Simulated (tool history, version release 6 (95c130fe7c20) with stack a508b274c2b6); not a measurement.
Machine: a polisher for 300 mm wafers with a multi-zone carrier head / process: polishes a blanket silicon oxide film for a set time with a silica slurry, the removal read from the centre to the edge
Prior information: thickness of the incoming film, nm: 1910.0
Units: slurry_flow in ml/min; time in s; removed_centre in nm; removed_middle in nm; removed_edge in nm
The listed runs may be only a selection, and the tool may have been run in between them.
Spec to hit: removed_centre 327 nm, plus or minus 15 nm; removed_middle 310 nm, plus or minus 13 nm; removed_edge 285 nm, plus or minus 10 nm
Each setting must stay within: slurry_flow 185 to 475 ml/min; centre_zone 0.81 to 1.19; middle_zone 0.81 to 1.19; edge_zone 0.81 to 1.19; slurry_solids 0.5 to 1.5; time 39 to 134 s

run  hour  slurry_flow  centre_zone  middle_zone  edge_zone  slurry_solids  time  removed_centre  removed_middle  removed_edge
  1     0          305            1            1          1              1    86          252.42          251.81        253.56
  2     8          305            1         0.94          1              1    86          249.67          246.11        255.61
  3   9.4          305         1.06         0.94          1              1    86          268.61          239.36        249.54
  4  15.4          305         1.06         0.94          1           0.85    86          251.31          221.18         238.6
  5  21.9          305         1.06         0.96       1.01            0.9    86          257.15          230.71        241.69
  6    29          305         1.06         1.04       1.01            0.9    86          258.99          251.58        243.17
  7  35.8          305         1.07         1.05       1.02           0.95    86          270.61          257.13        248.07
  8  38.6          305         1.08         1.06       1.03              1    86          272.95          266.35        253.25
  9  47.1          305         1.09         1.06       1.04           1.05    86          284.08          276.01        264.78
 10  55.9          305          1.1         1.07       1.05           1.05    86          284.02          273.02        263.05

Which of these 5 next moves meets every target?
  A  64.7          270         0.99         0.88       1.17            1.1    88               ?               ?             ?
  B  64.7          275         1.11         1.06       0.94           1.15    96               ?               ?             ?
  C  64.7          280         1.04         1.04       1.17           1.15    77               ?               ?             ?
  D  64.7          250         1.09         0.81       1.19              1    85               ?               ?             ?
  E  64.7          185         0.98         1.13       0.98              1    82               ?               ?             ?

move  removed_centre  removed_middle  removed_edge
   A          259.65          244.71        288.88
   B          324.46          312.03        287.55
   C          244.23          247.21        257.46
   D          263.25          212.52         269.4
   E           217.7          250.84         227.4
A: moves away from the targets compared with the last run
B: in spec on every target
C: moves away from the targets compared with the last run
D: moves away from the targets compared with the last run
E: moves away from the targets compared with the last run
B meets every target.
